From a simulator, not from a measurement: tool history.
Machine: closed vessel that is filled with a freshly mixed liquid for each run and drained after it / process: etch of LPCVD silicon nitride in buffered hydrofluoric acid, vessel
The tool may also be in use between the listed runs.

| run | day | temperature setpoint of the liquid (K) | parts of 40 % ammonium fluoride to one part of 49 % hydrofluoric acid (parts by volume) | time in the liquid (s) | thickness taken off the LPCVD silicon nitride on a monitor wafer (nm) |
|---|---|---|---|---|---|
| 1 | 0 | 298.15 | 7.5 | 2775 | 67.888 |
| 2 | 0.071 | 298.15 | 7.5 | 2775 | 68.993 |
| 3 | 0.183 | 297.65 | 7.5 | 2775 | 67.399 |
| 4 | 0.546 | 297.15 | 7.5 | 2775 | 65.319 |
| 5 | 0.804 | 296.65 | 7.5 | 2775 | 63.904 |
| 6 | 1.108 | 296.65 | 6.5 | 2775 | 71.883 |
| 7 | 1.196 | 295.65 | 6.5 | 2775 | 68.448 |
| 8 | 1.275 | 295.15 | 6.5 | 2775 | 67.311 |

What does the tool deliver on the next run?
| 9 | 1.379 | 294.65 | 6.5 | 2775 | ? |

thickness taken off the LPCVD silicon nitride on a monitor wafer (nm): 64.135
